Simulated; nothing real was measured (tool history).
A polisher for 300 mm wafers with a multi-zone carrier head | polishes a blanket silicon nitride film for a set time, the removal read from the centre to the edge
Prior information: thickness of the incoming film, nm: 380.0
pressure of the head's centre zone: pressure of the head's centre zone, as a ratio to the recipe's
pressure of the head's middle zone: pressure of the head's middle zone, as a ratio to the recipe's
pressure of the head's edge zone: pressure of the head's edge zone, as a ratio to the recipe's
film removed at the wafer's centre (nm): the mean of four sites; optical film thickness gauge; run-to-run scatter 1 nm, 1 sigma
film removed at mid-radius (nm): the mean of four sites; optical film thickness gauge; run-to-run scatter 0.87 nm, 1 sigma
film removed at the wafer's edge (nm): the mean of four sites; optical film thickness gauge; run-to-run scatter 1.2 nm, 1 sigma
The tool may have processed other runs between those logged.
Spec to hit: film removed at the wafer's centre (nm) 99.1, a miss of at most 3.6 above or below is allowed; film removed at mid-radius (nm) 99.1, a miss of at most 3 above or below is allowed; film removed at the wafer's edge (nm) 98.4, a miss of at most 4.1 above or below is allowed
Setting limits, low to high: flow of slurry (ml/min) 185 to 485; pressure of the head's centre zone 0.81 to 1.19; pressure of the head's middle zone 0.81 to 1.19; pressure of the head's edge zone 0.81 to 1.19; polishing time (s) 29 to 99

| run | hour | flow of slurry (ml/min) | pressure of the head's centre zone | pressure of the head's middle zone | pressure of the head's edge zone | polishing time (s) | film removed at the wafer's centre (nm) | film removed at mid-radius (nm) | film removed at the wafer's edge (nm) |
|---|---|---|---|---|---|---|---|---|---|
| 1 | 0 | 310 | 1 | 1 | 1 | 64 | 123.92 | 127.37 | 129.18 |
| 2 | 4.5 | 310 | 1 | 1.05 | 1 | 64 | 125.68 | 130.16 | 124.33 |
| 3 | 8.9 | 310 | 1 | 1.05 | 1.06 | 64 | 125.74 | 132.36 | 129.65 |
| 4 | 13.5 | 310 | 1 | 1.05 | 1.06 | 76 | 148.11 | 155.58 | 153.97 |
| 5 | 15.9 | 310 | 1 | 1.01 | 1.06 | 76 | 147.69 | 151.34 | 152.85 |
| 6 | 24.1 | 255 | 1 | 1.01 | 1.06 | 76 | 144.59 | 148.58 | 153.24 |
| 7 | 31.4 | 270 | 1 | 1.01 | 1.04 | 69 | 130.2 | 135.14 | 135.7 |
| 8 | 33.9 | 290 | 0.96 | 0.91 | 0.94 | 51 | 94.873 | 92.422 | 97.821 |
|  | 37.7 | slurry nozzle cleaned |
| 9 | 37.7 | 300 | 0.96 | 0.92 | 0.94 | 51 | 97.514 | 95.807 | 99.996 |

Of the 5 settings listed for the next run, only one would bring every result within its allowed miss of target. Which one?
| A | 41.5 | 345 | 0.95 | 0.94 | 0.88 | 51 | ? | ? | ? |
| B | 41.5 | 300 | 0.95 | 1.15 | 0.81 | 48 | ? | ? | ? |
| C | 41.5 | 370 | 0.9 | 0.98 | 0.81 | 49 | ? | ? | ? |
| D | 41.5 | 290 | 0.98 | 0.89 | 0.89 | 50 | ? | ? | ? |
| E | 41.5 | 270 | 0.96 | 0.86 | 0.95 | 52 | ? | ? | ? |

| move | film removed at the wafer's centre (nm) | film removed at mid-radius (nm) | film removed at the wafer's edge (nm) |
|---|---|---|---|
| A | 97.61 | 98.339 | 98.556 |
| B | 90.789 | 108.53 | 88.9 |
| C | 89.369 | 98.416 | 92.187 |
| D | 97.066 | 90.719 | 95.981 |
| E | 98.095 | 91.082 | 101.87 |
A: every result within its allowed miss
B: moves the result that the last run missed by most past its target, out the other side
C: brings the last run's worst result on target, with another outside its allowed miss
D: the biggest miss grows against the last run
E: the biggest miss grows against the last run
Go with A: it meets all targets.
